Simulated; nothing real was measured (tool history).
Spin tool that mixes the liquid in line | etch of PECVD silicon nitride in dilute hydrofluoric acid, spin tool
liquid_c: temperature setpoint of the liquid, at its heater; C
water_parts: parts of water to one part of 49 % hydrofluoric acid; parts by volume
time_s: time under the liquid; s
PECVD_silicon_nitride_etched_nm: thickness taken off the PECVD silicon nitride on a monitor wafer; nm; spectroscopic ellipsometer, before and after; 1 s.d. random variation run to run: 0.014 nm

run	day	liquid_c	water_parts	time_s	PECVD_silicon_nitride_etched_nm
1	0	21	110	40	0.46766
2	0.079	21	110	40	0.45677
3	0.196	22	110	40	0.49521
4	0.529	22	110	40	0.49439
5	0.608	22	110	20	0.25286
6	0.688	21.5	100	20	0.25874
7	0.788	22	110	20	0.24434
8	0.975	21.5	100	20	0.26794
9	1.067	22.5	110	20	0.25674
10	1.254	22	100	20	0.27749

Run 11 comes next. What will it give?
11	1.404	22	100	20	?

Run 11 gave PECVD_silicon_nitride_etched_nm 0.26925 nm.
